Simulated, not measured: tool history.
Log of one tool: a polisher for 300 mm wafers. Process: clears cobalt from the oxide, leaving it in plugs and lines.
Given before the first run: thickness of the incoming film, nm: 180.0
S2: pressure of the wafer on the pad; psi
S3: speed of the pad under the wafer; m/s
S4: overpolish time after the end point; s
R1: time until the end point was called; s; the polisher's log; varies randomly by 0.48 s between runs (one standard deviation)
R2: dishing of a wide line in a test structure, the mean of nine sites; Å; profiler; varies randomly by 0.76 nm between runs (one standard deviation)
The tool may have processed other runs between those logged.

Run 1, hour 0: flow of slurry (ml/min) 170, S2 2.4 psi, S3 1.2 m/s, S4 27 s. Result: R1 31.996 s, R2 723.59 Å.
Run 2, hour 4.4: flow of slurry (ml/min) 170, S2 2.4 psi, S3 1.2 m/s, S4 20 s. Result: R1 31.693 s, R2 647.97 Å.
Run 3, hour 10.6: flow of slurry (ml/min) 170, S2 2.9 psi, S3 1.2 m/s, S4 20 s. Result: R1 26.369 s, R2 693.7 Å.
Run 4, hour 14.3: flow of slurry (ml/min) 165, S2 2.5 psi, S3 1.18 m/s, S4 25 s. Result: R1 30.94 s, R2 708.19 Å.
Run 5, hour 20.4: flow of slurry (ml/min) 165, S2 2 psi, S3 1.18 m/s, S4 25 s. Result: R1 37.806 s, R2 657.2 Å.
Run 6, hour 25.8: flow of slurry (ml/min) 165, S2 2 psi, S3 1.18 m/s, S4 21 s. Result: R1 38.752 s, R2 602.98 Å.
Run 7, hour 33.9: flow of slurry (ml/min) 160, S2 1.8 psi, S3 1.16 m/s, S4 26 s. Result: R1 43.501 s, R2 641.53 Å.
Run 8, hour 38.2: flow of slurry (ml/min) 150, S2 1.7 psi, S3 1.16 m/s, S4 29 s. Result: R1 46.111 s, R2 637.9 Å.
Run 9, hour 39.6: flow of slurry (ml/min) 150, S2 1.7 psi, S3 1.16 m/s, S4 32 s. Result: R1 45.044 s, R2 676.56 Å.
Run 10, hour 47: flow of slurry (ml/min) 150, S2 1.7 psi, S3 1.16 m/s, S4 32 s. Result: R1 46.05 s, R2 676.1 Å.

What will run 11 give?
Run 11, hour 54.7: flow of slurry (ml/min) 145, S2 1.7 psi, S3 1.16 m/s, S4 34 s. Result: R1 ?, R2 ?.

{"run 11": {"R1": 46.274, "R2": 694.53}}
